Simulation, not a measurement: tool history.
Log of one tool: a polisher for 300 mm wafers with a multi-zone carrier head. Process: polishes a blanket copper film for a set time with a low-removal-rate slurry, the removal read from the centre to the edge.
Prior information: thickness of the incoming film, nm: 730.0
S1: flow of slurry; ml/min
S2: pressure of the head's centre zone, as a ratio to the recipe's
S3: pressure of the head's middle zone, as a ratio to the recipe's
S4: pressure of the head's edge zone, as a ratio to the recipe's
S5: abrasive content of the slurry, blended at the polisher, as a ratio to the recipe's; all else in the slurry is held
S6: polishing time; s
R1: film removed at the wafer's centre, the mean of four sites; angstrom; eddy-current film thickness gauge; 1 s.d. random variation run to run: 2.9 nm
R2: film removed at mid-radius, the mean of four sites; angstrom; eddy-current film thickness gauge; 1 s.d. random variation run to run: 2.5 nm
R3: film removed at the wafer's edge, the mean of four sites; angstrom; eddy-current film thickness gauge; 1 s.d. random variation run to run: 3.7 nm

run,hour,S1,S2,S3,S4,S5,S6,R1,R2,R3
1,0,140,1,1,1,1,69,2327.7,2231.6,2208.2
2,6.4,140,1,1,1,1.1,69,2331,2293.2,2281.7
3,7.6,120,1,1,1,1.1,69,2307.6,2252.5,2239.4
4,8.7,130,1.01,1.02,1.04,1.2,69,2349.1,2330.1,2356.1
5,15,100,1.01,1.02,1.04,1.2,69,2169.1,2166,2214.4
6,19.3,120,1.01,1.02,1.05,1.25,69,2317.9,2289.6,2399.4
7,22.2,120,1.01,1.02,1.05,1.25,69,2322.5,2283.8,2351.5
8,23.3,135,1.01,1.03,1.06,1.3,69,2475,2426.2,2436.7
9,24,145,1,1.03,1.08,1.35,69,2536.4,2460.7,2463.1
10,28.5,145,0.99,1.04,1.1,1.4,70,2528.1,2561,2655.8
11,30.7,145,0.99,1.04,1.1,1.4,70,2573.4,2587,2589.8
12,38.2,150,0.99,1.04,1.11,1.4,70,2543.1,2572.5,2623.8
13,40.9,155,0.99,1.04,1.12,1.4,70,2575.3,2570.9,2657.2
14,47.6,160,0.99,1.04,1.12,1.4,70,2619.6,2603.3,2611.1

Run 15 has not been measured yet. What should we expect?
15,56,160,0.99,1.04,1.13,1.45,70,?,?,?

R1: 2609.1 angstrom
R2: 2602.7 angstrom
R3: 2691.9 angstrom
